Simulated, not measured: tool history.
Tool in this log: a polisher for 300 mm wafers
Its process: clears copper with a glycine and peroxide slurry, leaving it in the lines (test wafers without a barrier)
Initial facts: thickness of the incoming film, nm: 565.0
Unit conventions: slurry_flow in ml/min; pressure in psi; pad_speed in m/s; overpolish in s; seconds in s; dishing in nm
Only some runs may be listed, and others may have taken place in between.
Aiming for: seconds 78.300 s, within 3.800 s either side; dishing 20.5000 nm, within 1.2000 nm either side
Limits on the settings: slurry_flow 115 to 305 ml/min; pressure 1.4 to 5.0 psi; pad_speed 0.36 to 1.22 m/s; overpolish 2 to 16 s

run,hour,slurry_flow,pressure,pad_speed,overpolish,seconds,dishing
1,0.0,195,3.2,0.78,8,99.820,30.2680
2,4.5,195,3.2,0.78,7,100.090,27.0390
3,5.3,200,3.5,0.78,6,89.578,25.5120
4,14.4,205,3.6,0.78,5,90.413,21.4860
5,22.1,205,3.6,0.64,5,104.330,20.1000
6,26.5,205,3.6,0.64,2,103.740,8.2824
7,28.1,215,4.0,0.62,2,95.922,8.7890
8,34.3,215,3.9,0.68,3,91.741,13.6250
9,41.6,235,4.0,0.68,3,89.702,13.6670
10,50.0,240,4.1,0.68,3,86.532,14.0920
11,51.3,245,4.2,0.68,3,85.185,14.6750
12,55.7,250,4.3,0.68,3,83.952,15.1650
13,62.3,250,4.7,0.68,5,76.957,25.2360
14,68.1,240,4.7,0.68,5,78.084,25.6000

Below are 5 possible settings for the next run. Only one of them brings all results inside the allowed miss of their targets. Which is it?
A,73.9,230,4.9,0.60,7,?,?
B,73.9,245,4.6,0.68,4,?,?
C,73.9,145,4.5,0.70,5,?,?
D,73.9,215,4.6,0.60,5,?,?
E,73.9,230,5.0,0.60,8,?,?

move,seconds,dishing
A,81.523,32.9560
B,78.252,20.5030
C,84.799,23.3920
D,86.570,22.9860
E,80.183,37.6190
A: its largest miss is bigger than the last run's
B: every result within its allowed miss
C: closer than the last run, but not yet in spec
D: closer than the last run, but not yet in spec
E: its largest miss is bigger than the last run's
So the answer is move B, the one that meets all the targets.
